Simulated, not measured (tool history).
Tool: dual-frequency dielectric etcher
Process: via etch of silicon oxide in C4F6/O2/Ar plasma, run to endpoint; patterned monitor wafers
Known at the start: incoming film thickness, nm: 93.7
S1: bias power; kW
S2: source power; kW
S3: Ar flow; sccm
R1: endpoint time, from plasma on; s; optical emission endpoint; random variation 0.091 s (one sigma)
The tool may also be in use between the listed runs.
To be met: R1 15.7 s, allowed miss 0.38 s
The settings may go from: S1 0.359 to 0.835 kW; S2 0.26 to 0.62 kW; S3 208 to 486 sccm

Run 1, hour 0: S1 0.597 kW, S2 0.44 kW, S3 347 sccm. Result: R1 19.287 s.
Run 2, hour 6: S1 0.597 kW, S2 0.5 kW, S3 347 sccm. Result: R1 18.709 s.
Run 3, hour 11.8: S1 0.597 kW, S2 0.43 kW, S3 347 sccm. Result: R1 19.396 s.
Run 4, hour 16.5: S1 0.597 kW, S2 0.46 kW, S3 347 sccm. Result: R1 19.084 s.
Run 5, hour 19.5: S1 0.623 kW, S2 0.47 kW, S3 343 sccm. Result: R1 18.521 s.
Run 6, hour 27.1: S1 0.623 kW, S2 0.47 kW, S3 305 sccm. Result: R1 18.342 s.
Run 7, hour 34.2: S1 0.742 kW, S2 0.53 kW, S3 293 sccm. Result: R1 16.383 s.
Run 8, hour 39.9: S1 0.742 kW, S2 0.53 kW, S3 293 sccm. Result: R1 16.406 s.
Run 9, hour 47.5: S1 0.742 kW, S2 0.53 kW, S3 293 sccm. Result: R1 16.304 s.

Which of these 5 next moves meets every target?
Run A, hour 55.1: S1 0.822 kW, S2 0.57 kW, S3 349 sccm. Result: R1 ?.
Run B, hour 55.1: S1 0.655 kW, S2 0.62 kW, S3 314 sccm. Result: R1 ?.
Run C, hour 55.1: S1 0.803 kW, S2 0.39 kW, S3 278 sccm. Result: R1 ?.
Run D, hour 55.1: S1 0.751 kW, S2 0.5 kW, S3 305 sccm. Result: R1 ?.
Run E, hour 55.1: S1 0.835 kW, S2 0.62 kW, S3 312 sccm. Result: R1 ?.

move      R1
   A  15.773
   B  16.648
   C  17.202
   D   16.71
   E  15.081
A: meets every target
B: further off than the last run
C: further off than the last run
D: further off than the last run
E: takes the result that was furthest off past its target
Answer: A

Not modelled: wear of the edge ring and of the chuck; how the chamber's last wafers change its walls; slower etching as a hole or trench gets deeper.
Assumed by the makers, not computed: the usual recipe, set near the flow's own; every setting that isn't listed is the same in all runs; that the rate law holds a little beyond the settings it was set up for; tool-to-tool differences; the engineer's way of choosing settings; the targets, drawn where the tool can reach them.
